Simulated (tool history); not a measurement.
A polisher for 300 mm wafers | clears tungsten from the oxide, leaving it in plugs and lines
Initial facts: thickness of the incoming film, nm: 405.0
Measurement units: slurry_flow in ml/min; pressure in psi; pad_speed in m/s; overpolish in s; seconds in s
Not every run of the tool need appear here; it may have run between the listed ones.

run 1 hour=0 | slurry_flow=145 pressure=3.1 pad_speed=1.08 slurry_solids=1 overpolish=17 | seconds=105.91
run 2 hour=2.4 | slurry_flow=140 pressure=2.7 pad_speed=1.08 slurry_solids=1 overpolish=17 | seconds=116
run 3 hour=4.2 | slurry_flow=140 pressure=2.4 pad_speed=1.04 slurry_solids=1 overpolish=17 | seconds=127.56
run 4 hour=5 | slurry_flow=140 pressure=2.4 pad_speed=1.04 slurry_solids=1.1 overpolish=17 | seconds=126.78
run 5 hour=13.8 | slurry_flow=140 pressure=2.1 pad_speed=1 slurry_solids=1.1 overpolish=17 | seconds=139.38
run 6 hour=22.7 | slurry_flow=140 pressure=1.9 pad_speed=0.96 slurry_solids=1.1 overpolish=17 | seconds=154.55

Run 7 has not been measured yet. What should we expect?
run 7 hour=25.2 | slurry_flow=140 pressure=1.8 pad_speed=0.94 slurry_solids=1.1 overpolish=17 | seconds=?

seconds: 160.43 s
